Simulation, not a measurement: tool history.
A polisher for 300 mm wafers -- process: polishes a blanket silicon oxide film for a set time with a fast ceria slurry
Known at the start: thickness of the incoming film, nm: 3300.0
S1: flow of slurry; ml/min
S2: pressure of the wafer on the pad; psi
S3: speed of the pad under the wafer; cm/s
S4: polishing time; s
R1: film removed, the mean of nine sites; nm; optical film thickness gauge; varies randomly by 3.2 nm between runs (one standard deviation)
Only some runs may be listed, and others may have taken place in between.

run    day   S1   S2   S3  S4      R1
  1      0  220  2.6  100  39  540.86
  2  0.075  220  2.6  100  39  539.81
  3  0.304  220  3.2  100  39  638.24
  4  0.633  215  2.7  100  39  560.35
  5  0.933  215  2.7  100  41  579.14
  6  1.258  205  2.3  100  41  509.05
  7  1.496  195  2.1  100  41  473.16
  8  1.692  195  2.1  100  41   481.8
  9  1.796  195  2.1  100  41  473.34

The next listed run, before its measurement:
 10  1.862  185   2  100  41   ?

R1: 458.38 nm
